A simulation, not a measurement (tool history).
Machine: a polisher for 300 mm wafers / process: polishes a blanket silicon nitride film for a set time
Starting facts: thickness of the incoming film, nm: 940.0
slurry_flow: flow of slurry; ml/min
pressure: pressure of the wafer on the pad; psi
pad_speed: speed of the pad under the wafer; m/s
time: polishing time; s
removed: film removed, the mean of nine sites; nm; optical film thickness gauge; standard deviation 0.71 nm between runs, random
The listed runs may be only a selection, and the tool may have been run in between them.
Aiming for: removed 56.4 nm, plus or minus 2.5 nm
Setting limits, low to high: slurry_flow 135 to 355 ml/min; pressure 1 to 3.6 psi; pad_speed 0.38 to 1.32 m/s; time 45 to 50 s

run,hour,slurry_flow,pressure,pad_speed,time,removed
1,0,225,2.3,0.84,50,40.114
2,4.2,225,2.5,0.84,50,43.398
3,13.2,225,2.6,0.84,50,45.377
4,14.2,225,2.6,0.84,50,45.473
5,17.2,180,2.6,0.84,50,43.289
6,22.3,190,2.7,0.84,50,46.472
7,30.9,195,2.8,0.84,50,47.937
8,32,200,2.9,0.84,50,49.762
9,40.6,205,3,0.84,50,50.843
10,47,205,3.1,0.84,50,53.03

Below are 5 possible settings for the next run. Only one of them brings all results inside the allowed miss of their targets. Which is it?
A,53.4,195,3.5,0.82,49,?
B,53.4,190,3.1,0.82,50,?
C,53.4,250,3.3,0.68,50,?
D,53.4,215,3.3,0.82,46,?
E,53.4,155,3.6,0.72,50,?

move,removed
A,55.58
B,50.157
C,47.65
D,49.96
E,50.451
A: every result within its allowed miss
B: the biggest miss grows against the last run
C: the biggest miss grows against the last run
D: the biggest miss grows against the last run
E: the biggest miss grows against the last run
So the answer is move A, the one that meets all the targets.
